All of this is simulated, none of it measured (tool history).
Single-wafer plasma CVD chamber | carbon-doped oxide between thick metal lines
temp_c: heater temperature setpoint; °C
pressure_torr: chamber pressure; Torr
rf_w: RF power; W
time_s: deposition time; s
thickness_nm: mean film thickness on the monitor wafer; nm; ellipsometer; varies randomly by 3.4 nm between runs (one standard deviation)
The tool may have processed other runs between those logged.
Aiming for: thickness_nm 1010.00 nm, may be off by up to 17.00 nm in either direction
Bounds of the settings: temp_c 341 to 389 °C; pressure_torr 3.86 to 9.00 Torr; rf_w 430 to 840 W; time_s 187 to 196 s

{"run": 1, "hour": 0.0, "temp_c": 365, "pressure_torr": 6.43, "rf_w": 635, "time_s": 196, "thickness_nm": 1179.9}
{"run": 2, "hour": 6.3, "temp_c": 354, "pressure_torr": 6.43, "rf_w": 635, "time_s": 196, "thickness_nm": 1202.9}
{"run": 3, "hour": 8.6, "temp_c": 354, "pressure_torr": 6.43, "rf_w": 635, "time_s": 196, "thickness_nm": 1200.5}
{"run": 4, "hour": 12.7, "temp_c": 355, "pressure_torr": 6.15, "rf_w": 605, "time_s": 195, "thickness_nm": 1143.2}
{"run": 5, "hour": 20.1, "temp_c": 355, "pressure_torr": 6.15, "rf_w": 605, "time_s": 187, "thickness_nm": 1105.2}
{"run": 6, "hour": 27.3, "temp_c": 355, "pressure_torr": 6.15, "rf_w": 605, "time_s": 187, "thickness_nm": 1096.9}
{"run": 7, "hour": 31.5, "temp_c": 356, "pressure_torr": 5.79, "rf_w": 600, "time_s": 187, "thickness_nm": 1077.5}
{"run": 8, "hour": 36.8, "temp_c": 357, "pressure_torr": 5.54, "rf_w": 600, "time_s": 187, "thickness_nm": 1071.7}
{"run": 9, "hour": 41.0, "temp_c": 358, "pressure_torr": 5.28, "rf_w": 595, "time_s": 187, "thickness_nm": 1053.1}
{"run": 10, "hour": 42.8, "temp_c": 359, "pressure_torr": 5.11, "rf_w": 595, "time_s": 187, "thickness_nm": 1044.4}
{"run": 11, "hour": 51.8, "temp_c": 360, "pressure_torr": 4.97, "rf_w": 595, "time_s": 187, "thickness_nm": 1027.9}

Which one of the following 4 next-run settings gets every result inside its allowed miss? There is exactly one.
{"run": "A", "hour": 60.8, "temp_c": 372, "pressure_torr": 4.85, "rf_w": 565, "time_s": 195, "thickness_nm": "?"}
{"run": "B", "hour": 60.8, "temp_c": 359, "pressure_torr": 5.13, "rf_w": 535, "time_s": 187, "thickness_nm": "?"}
{"run": "C", "hour": 60.8, "temp_c": 364, "pressure_torr": 5.42, "rf_w": 600, "time_s": 188, "thickness_nm": "?"}
{"run": "D", "hour": 60.8, "temp_c": 367, "pressure_torr": 4.94, "rf_w": 505, "time_s": 196, "thickness_nm": "?"}

move=A thickness_nm=1014.90
move=B thickness_nm=975.31
move=C thickness_nm=1058.70
move=D thickness_nm=960.14
A: hits every target within its allowed miss
B: moves the result that the last run missed by most past its target, out the other side
C: lands further from the targets than the last run did
D: moves the result that the last run missed by most past its target, out the other side
The right move is A.
